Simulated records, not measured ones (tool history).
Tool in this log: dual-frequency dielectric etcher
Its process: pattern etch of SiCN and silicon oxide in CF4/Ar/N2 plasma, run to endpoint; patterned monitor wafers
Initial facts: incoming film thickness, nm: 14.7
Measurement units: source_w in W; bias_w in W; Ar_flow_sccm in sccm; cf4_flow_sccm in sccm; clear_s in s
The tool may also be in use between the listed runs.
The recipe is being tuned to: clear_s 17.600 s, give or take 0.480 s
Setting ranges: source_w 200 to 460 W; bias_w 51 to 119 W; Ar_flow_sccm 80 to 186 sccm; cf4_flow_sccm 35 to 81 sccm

run  hour  source_w  bias_w  Ar_flow_sccm  cf4_flow_sccm  clear_s
  1   0.0       330      85           133             58   23.285
  2   1.9       360      86           133             58   21.316
  3   2.7       380      87           133             58   20.058
  4   3.5       330      87           133             58   23.144
      7.8  -- bias power generator calibrated
  5   7.8       350      88           133             58   21.869
  6  12.7       330      88           133             58   23.261
  7  20.1       390      92           131             58   19.469
  8  22.2       400      92           131             58   19.203
  9  26.8       410      92           131             58   18.424

Which one of the following 4 next-run settings gets every result inside its allowed miss? There is exactly one.
  A  31.4       370      96           141             64        ?
  B  31.4       400      90           144             54        ?
  C  31.4       460      78           128             58        ?
  D  31.4       390      91           124             58        ?

move  clear_s
   A   19.999
   B   19.498
   C   17.615
   D   19.361
A: its largest miss is bigger than the last run's
B: its largest miss is bigger than the last run's
C: meets every target
D: its largest miss is bigger than the last run's
Correct choice: C, which meets every target
